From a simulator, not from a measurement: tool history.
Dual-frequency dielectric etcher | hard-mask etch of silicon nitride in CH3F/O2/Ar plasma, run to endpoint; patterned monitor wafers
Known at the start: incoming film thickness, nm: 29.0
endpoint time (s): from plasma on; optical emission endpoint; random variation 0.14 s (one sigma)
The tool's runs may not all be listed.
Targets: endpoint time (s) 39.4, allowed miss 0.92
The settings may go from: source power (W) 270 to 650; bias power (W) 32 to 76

run    day  source power (W)  bias power (W)  endpoint time (s)
  1      0               460              54             43.282
  2  0.058               430              54             44.167
  3  0.379               430              49             46.134
  4  0.546               430              54             44.497
  5  0.725               450              55              43.75
  6  0.854               470              56             42.704
  7  0.954               490              57             42.041
  8  1.046               510              58             41.207
  9  1.238               520              58             40.912
 10  1.267               520              58             40.921
 11  1.333               530              58             40.877
 12  1.612               540              58             40.558

Which of these 5 next moves meets every target?
  A  1.892               590              69                  ?
  B  1.892               520              64                  ?
  C  1.892               560              53                  ?
  D  1.892               560              68                  ?
  E  1.892               580              65                  ?

move  endpoint time (s)
   A             36.694
   B             39.235
   C             41.327
   D             37.482
   E             37.761
A: takes the result that was furthest off past its target
B: meets every target
C: further off than the last run
D: takes the result that was furthest off past its target
E: takes the result that was furthest off past its target
The right move is B.
